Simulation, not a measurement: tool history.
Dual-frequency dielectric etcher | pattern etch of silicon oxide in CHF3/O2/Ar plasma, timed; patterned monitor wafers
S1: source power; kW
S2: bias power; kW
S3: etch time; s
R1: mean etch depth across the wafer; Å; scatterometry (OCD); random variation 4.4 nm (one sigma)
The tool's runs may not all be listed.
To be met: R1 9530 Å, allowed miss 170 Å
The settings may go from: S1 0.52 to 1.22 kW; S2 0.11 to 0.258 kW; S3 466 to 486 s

run	day	S1	S2	S3	R1
1	0	0.87	0.184	466	10570
2	0.333	0.81	0.182	466	10313
3	0.446	0.93	0.182	466	10920
4	0.704	0.93	0.153	466	10001
5	0.788	0.93	0.168	466	10471
6	1.021	0.83	0.168	466	10007
7	1.112	0.8	0.167	466	9966.1
8	1.4	0.77	0.166	466	9761.5

Which of these 5 next moves meets every target?
A	1.688	0.74	0.165	481.5	?
B	1.688	0.66	0.156	466	?
C	1.688	0.7	0.162	479	?
D	1.688	0.97	0.124	466	?
E	1.688	0.58	0.172	466	?

move	R1
A	9868.9
B	8978
C	9564.5
D	9210.2
E	9008.6
A: further off than the last run
B: takes the result that was furthest off past its target
C: meets every target
D: takes the result that was furthest off past its target
E: takes the result that was furthest off past its target
Move C is the one to make.
